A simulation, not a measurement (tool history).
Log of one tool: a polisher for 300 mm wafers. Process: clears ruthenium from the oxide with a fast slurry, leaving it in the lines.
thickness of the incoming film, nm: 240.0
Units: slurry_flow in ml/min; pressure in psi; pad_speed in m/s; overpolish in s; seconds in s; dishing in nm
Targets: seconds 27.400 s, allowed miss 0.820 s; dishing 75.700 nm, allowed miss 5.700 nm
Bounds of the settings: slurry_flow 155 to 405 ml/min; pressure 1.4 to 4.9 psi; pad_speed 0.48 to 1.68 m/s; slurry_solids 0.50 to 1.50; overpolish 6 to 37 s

Run 1, day 0.000: slurry_flow 260 ml/min, pressure 3.1 psi, pad_speed 1.08 m/s, slurry_solids 1.00, overpolish 19 s. Result: seconds 41.175 s, dishing 64.931 nm.
Run 2, day 0.338: slurry_flow 260 ml/min, pressure 3.1 psi, pad_speed 1.08 m/s, slurry_solids 1.00, overpolish 15 s. Result: seconds 41.335 s, dishing 57.282 nm.
Run 3, day 0.550: slurry_flow 260 ml/min, pressure 2.5 psi, pad_speed 1.08 m/s, slurry_solids 1.00, overpolish 15 s. Result: seconds 48.069 s, dishing 53.253 nm.
Run 4, day 0.817: slurry_flow 260 ml/min, pressure 2.5 psi, pad_speed 0.90 m/s, slurry_solids 1.00, overpolish 15 s. Result: seconds 58.972 s, dishing 47.753 nm.
Run 5, day 1.050: slurry_flow 260 ml/min, pressure 2.9 psi, pad_speed 0.92 m/s, slurry_solids 1.00, overpolish 15 s. Result: seconds 50.989 s, dishing 53.013 nm.
Run 6, day 1.088: slurry_flow 260 ml/min, pressure 2.9 psi, pad_speed 1.18 m/s, slurry_solids 1.00, overpolish 15 s. Result: seconds 40.406 s, dishing 60.004 nm.
Run 7, day 1.125: slurry_flow 260 ml/min, pressure 3.1 psi, pad_speed 1.18 m/s, slurry_solids 1.00, overpolish 15 s. Result: seconds 38.168 s, dishing 60.736 nm.
Run 8, day 1.179: slurry_flow 260 ml/min, pressure 3.3 psi, pad_speed 1.18 m/s, slurry_solids 1.00, overpolish 15 s. Result: seconds 36.737 s, dishing 62.854 nm.
Run 9, day 1.400: slurry_flow 260 ml/min, pressure 3.5 psi, pad_speed 1.18 m/s, slurry_solids 1.00, overpolish 15 s. Result: seconds 34.771 s, dishing 65.249 nm.
Run 10, day 1.712: slurry_flow 260 ml/min, pressure 3.6 psi, pad_speed 1.18 m/s, slurry_solids 1.00, overpolish 15 s. Result: seconds 33.824 s, dishing 64.909 nm.
Run 11, day 1.958: slurry_flow 260 ml/min, pressure 3.6 psi, pad_speed 1.18 m/s, slurry_solids 1.00, overpolish 15 s. Result: seconds 34.258 s, dishing 68.151 nm.
Run 12, day 2.308: slurry_flow 260 ml/min, pressure 3.8 psi, pad_speed 1.18 m/s, slurry_solids 1.00, overpolish 14 s. Result: seconds 32.632 s, dishing 64.618 nm.
Run 13, day 2.571: slurry_flow 260 ml/min, pressure 3.9 psi, pad_speed 1.18 m/s, slurry_solids 1.00, overpolish 14 s. Result: seconds 31.537 s, dishing 63.303 nm.
Run 14, day 2.646: slurry_flow 260 ml/min, pressure 4.0 psi, pad_speed 1.18 m/s, slurry_solids 1.00, overpolish 15 s. Result: seconds 30.658 s, dishing 66.787 nm.
Run 15, day 2.683: slurry_flow 260 ml/min, pressure 4.1 psi, pad_speed 1.18 m/s, slurry_solids 1.00, overpolish 15 s. Result: seconds 30.882 s, dishing 69.708 nm.

5 next moves are on the table. One of them brings every result within its allowed miss. Which?
Run A, day 2.721: slurry_flow 270 ml/min, pressure 4.1 psi, pad_speed 1.14 m/s, slurry_solids 0.95, overpolish 19 s. Result: seconds ?, dishing ?.
Run B, day 2.721: slurry_flow 215 ml/min, pressure 4.6 psi, pad_speed 1.12 m/s, slurry_solids 1.05, overpolish 18 s. Result: seconds ?, dishing ?.
Run C, day 2.721: slurry_flow 275 ml/min, pressure 4.9 psi, pad_speed 1.16 m/s, slurry_solids 0.95, overpolish 16 s. Result: seconds ?, dishing ?.
Run D, day 2.721: slurry_flow 240 ml/min, pressure 4.5 psi, pad_speed 1.16 m/s, slurry_solids 0.80, overpolish 24 s. Result: seconds ?, dishing ?.
Run E, day 2.721: slurry_flow 275 ml/min, pressure 4.1 psi, pad_speed 1.22 m/s, slurry_solids 1.10, overpolish 12 s. Result: seconds ?, dishing ?.

move  seconds  dishing
   A   32.703   75.625
   B   29.096   77.851
   C   27.728   75.380
   D   34.822   81.535
   E   27.722   64.720
A: further off than the last run
B: nearer than the last run, and not there yet
C: meets every target
D: further off than the last run
E: brings the result that was furthest off to its target, and leaves another outside
Answer: C
